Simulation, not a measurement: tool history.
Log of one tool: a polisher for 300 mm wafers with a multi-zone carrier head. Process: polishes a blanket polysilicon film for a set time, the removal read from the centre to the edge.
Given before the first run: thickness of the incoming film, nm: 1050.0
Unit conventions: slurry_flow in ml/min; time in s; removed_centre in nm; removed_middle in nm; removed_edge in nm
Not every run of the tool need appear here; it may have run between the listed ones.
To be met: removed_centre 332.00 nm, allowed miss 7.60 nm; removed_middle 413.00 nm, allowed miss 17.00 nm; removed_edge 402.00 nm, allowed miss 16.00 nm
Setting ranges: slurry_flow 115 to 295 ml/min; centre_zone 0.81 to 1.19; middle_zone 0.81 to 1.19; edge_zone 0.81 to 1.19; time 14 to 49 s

run	day	slurry_flow	centre_zone	middle_zone	edge_zone	time	removed_centre	removed_middle	removed_edge
1	0.000	190	1.00	1.00	1.00	31	400.73	403.00	398.65
2	0.275	190	1.00	1.00	1.08	31	400.83	392.20	420.32
3	0.308	180	0.97	1.02	1.08	31	384.73	401.54	424.20
4	0.608	175	0.95	1.03	1.07	31	374.99	400.10	413.08
5	0.854	175	0.95	1.03	1.11	31	379.36	403.81	417.68
6	1.167	175	0.95	1.03	1.11	37	452.49	473.32	508.14
7	1.233	170	0.93	1.03	1.09	36	427.63	465.43	474.35
8	1.271	165	0.91	1.03	1.09	35	399.50	443.62	470.14
9	1.467	160	0.90	1.03	1.06	35	394.43	444.64	454.42
10	1.596	155	0.88	1.03	1.04	35	376.68	445.63	452.01
11	1.833	150	0.87	1.02	1.01	35	372.88	434.83	447.56
12	1.996	150	0.86	1.02	0.99	35	369.00	429.47	438.37
13	2.192	145	0.85	1.02	0.97	35	361.62	426.76	432.36

Below are 5 possible settings for the next run. Only one of them brings all results inside the allowed miss of their targets. Which is it?
A	2.388	150	0.89	0.85	1.04	37	?	?	?
B	2.388	155	0.94	0.99	0.96	34	?	?	?
C	2.388	170	0.91	1.06	0.97	33	?	?	?
D	2.388	195	0.83	1.04	0.99	31	?	?	?
E	2.388	165	0.86	0.98	0.97	37	?	?	?

move	removed_centre	removed_middle	removed_edge
A	397.34	404.52	480.80
B	389.18	407.61	426.69
C	373.45	419.56	421.55
D	328.45	399.37	407.11
E	392.79	446.84	471.01
A: the biggest miss grows against the last run
B: the biggest miss grows against the last run
C: the biggest miss grows against the last run
D: each result inside its tolerance
E: the biggest miss grows against the last run
D is the move that brings every result within its allowed miss.
